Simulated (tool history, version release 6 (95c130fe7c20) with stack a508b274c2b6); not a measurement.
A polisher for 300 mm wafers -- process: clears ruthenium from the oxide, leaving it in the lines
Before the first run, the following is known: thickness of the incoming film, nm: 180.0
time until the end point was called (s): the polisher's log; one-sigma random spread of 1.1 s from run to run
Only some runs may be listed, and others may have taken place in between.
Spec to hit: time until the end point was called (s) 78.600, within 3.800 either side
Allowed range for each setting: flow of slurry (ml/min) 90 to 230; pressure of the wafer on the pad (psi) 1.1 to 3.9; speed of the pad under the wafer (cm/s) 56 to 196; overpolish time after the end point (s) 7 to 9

| run | hour | flow of slurry (ml/min) | pressure of the wafer on the pad (psi) | speed of the pad under the wafer (cm/s) | overpolish time after the end point (s) | time until the end point was called (s) |
|---|---|---|---|---|---|---|
| 1 | 0.0 | 150 | 2.5 | 126 | 9 | 103.960 |
| 2 | 7.7 | 150 | 1.9 | 126 | 9 | 131.920 |
| 3 | 10.8 | 130 | 1.9 | 126 | 9 | 135.030 |
| 4 | 13.1 | 130 | 1.5 | 126 | 9 | 168.200 |
|  | 19.3 | worn pad replaced by a new one |
| 5 | 19.3 | 110 | 1.5 | 126 | 9 | 167.510 |
| 6 | 25.6 | 110 | 1.9 | 128 | 9 | 130.140 |
| 7 | 30.5 | 110 | 2.1 | 128 | 9 | 117.830 |
| 8 | 36.1 | 110 | 2.3 | 128 | 9 | 105.080 |
| 9 | 41.6 | 110 | 2.4 | 128 | 9 | 103.770 |

5 candidate next runs follow, results not yet known. Just one meets every target within its allowed miss. Identify it.
| A | 47.1 | 130 | 1.6 | 134 | 7 | ? |
| B | 47.1 | 105 | 3.0 | 136 | 7 | ? |
| C | 47.1 | 100 | 1.7 | 120 | 9 | ? |
| D | 47.1 | 130 | 2.7 | 120 | 9 | ? |
| E | 47.1 | 115 | 1.7 | 132 | 7 | ? |

| move | time until the end point was called (s) |
|---|---|
| A | 145.740 |
| B | 80.975 |
| C | 156.480 |
| D | 96.315 |
| E | 141.740 |
A: the biggest miss grows against the last run
B: every result lands within tolerance
C: the biggest miss grows against the last run
D: closer than the last run, but not yet in spec
E: the biggest miss grows against the last run
The move that meets every target is B.
